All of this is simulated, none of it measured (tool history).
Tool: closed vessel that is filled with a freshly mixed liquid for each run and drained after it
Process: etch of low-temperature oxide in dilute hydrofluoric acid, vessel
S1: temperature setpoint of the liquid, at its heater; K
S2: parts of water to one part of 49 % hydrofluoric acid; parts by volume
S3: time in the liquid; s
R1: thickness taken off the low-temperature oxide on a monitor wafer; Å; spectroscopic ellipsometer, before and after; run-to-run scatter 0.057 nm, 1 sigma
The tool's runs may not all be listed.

| run | day | S1 | S2 | S3 | R1 |
|---|---|---|---|---|---|
| 1 | 0 | 293.15 | 135 | 30 | 70.064 |
| 2 | 0.217 | 294.65 | 130 | 30 | 77.914 |
| 3 | 0.542 | 294.65 | 130 | 30 | 78.312 |
| 4 | 0.683 | 296.15 | 130 | 30 | 82.446 |
| 5 | 0.838 | 298.65 | 130 | 30 | 91.059 |
| 6 | 1 | 298.65 | 130 | 30 | 91.225 |
| 7 | 1.138 | 299.15 | 125 | 30 | 97.119 |

What will run 8 give?
| 8 | 1.254 | 299.65 | 120 | 30 | ? |

R1: 103.79 Å
